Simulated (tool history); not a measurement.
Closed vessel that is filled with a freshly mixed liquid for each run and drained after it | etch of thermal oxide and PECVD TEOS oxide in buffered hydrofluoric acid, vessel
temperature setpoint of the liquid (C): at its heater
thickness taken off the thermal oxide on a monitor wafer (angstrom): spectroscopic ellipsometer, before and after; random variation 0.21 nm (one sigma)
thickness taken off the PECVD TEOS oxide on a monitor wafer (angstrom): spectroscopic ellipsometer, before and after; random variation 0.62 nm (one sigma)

| run | hour | temperature setpoint of the liquid (C) | parts of 40 % ammonium fluoride to one part of 49 % hydrofluoric acid (parts by volume) | time in the liquid (s) | thickness taken off the thermal oxide on a monitor wafer (angstrom) | thickness taken off the PECVD TEOS oxide on a monitor wafer (angstrom) |
|---|---|---|---|---|---|---|
| 1 | 0.0 | 23.0 | 12.0 | 60 | 554.09 | 1211.40 |
| 2 | 7.4 | 22.0 | 12.0 | 60 | 520.11 | 1133.40 |
| 3 | 11.2 | 21.5 | 12.0 | 60 | 513.08 | 1104.00 |
| 4 | 19.0 | 21.5 | 9.0 | 60 | 665.51 | 1440.20 |
| 5 | 22.1 | 21.5 | 11.5 | 60 | 533.97 | 1174.20 |
| 6 | 26.0 | 21.5 | 11.5 | 45 | 399.12 | 862.21 |
| 7 | 31.1 | 21.0 | 11.5 | 45 | 392.38 | 837.45 |

Run 8 comes next. What will it give?
| 8 | 33.7 | 20.0 | 11.5 | 45 | ? | ? |

{"run 8": {"thickness taken off the thermal oxide on a monitor wafer (angstrom)": 367.21, "thickness taken off the PECVD TEOS oxide on a monitor wafer (angstrom)": 794.0}}

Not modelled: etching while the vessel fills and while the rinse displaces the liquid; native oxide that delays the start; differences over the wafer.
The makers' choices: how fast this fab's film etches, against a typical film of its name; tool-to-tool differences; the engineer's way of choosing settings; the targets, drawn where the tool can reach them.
